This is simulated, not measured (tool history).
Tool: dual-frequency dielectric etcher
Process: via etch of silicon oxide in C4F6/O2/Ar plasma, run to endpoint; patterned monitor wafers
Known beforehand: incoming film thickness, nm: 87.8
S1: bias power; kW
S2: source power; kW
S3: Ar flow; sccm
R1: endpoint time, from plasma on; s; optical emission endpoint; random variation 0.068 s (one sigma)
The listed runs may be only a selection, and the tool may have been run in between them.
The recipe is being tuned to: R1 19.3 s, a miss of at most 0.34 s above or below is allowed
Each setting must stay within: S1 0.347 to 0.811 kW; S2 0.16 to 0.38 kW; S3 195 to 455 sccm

run	hour	S1	S2	S3	R1
1	0	0.579	0.27	325	22.638
2	3	0.665	0.27	325	21.262
3	9.6	0.625	0.27	325	21.955
4	15.8	0.645	0.27	325	21.615
5	20.5	0.553	0.27	325	22.932
6	24.6	0.553	0.32	325	21.893
7	27	0.573	0.32	324	21.557
8	34.3	0.591	0.32	324	21.417

Consider the 5 candidate settings below. Which is the only one whose results all fall within their allowed miss of target?
A	41.6	0.501	0.28	361	?
B	41.6	0.592	0.35	303	?
C	41.6	0.429	0.28	345	?
D	41.6	0.535	0.29	353	?
E	41.6	0.673	0.36	305	?

move	R1
A	23.847
B	20.361
C	25.342
D	22.891
E	19.128
A: lands further from the targets than the last run did
B: closer than the last run, but not yet in spec
C: lands further from the targets than the last run did
D: lands further from the targets than the last run did
E: hits every target within its allowed miss
Move E is the one to make.
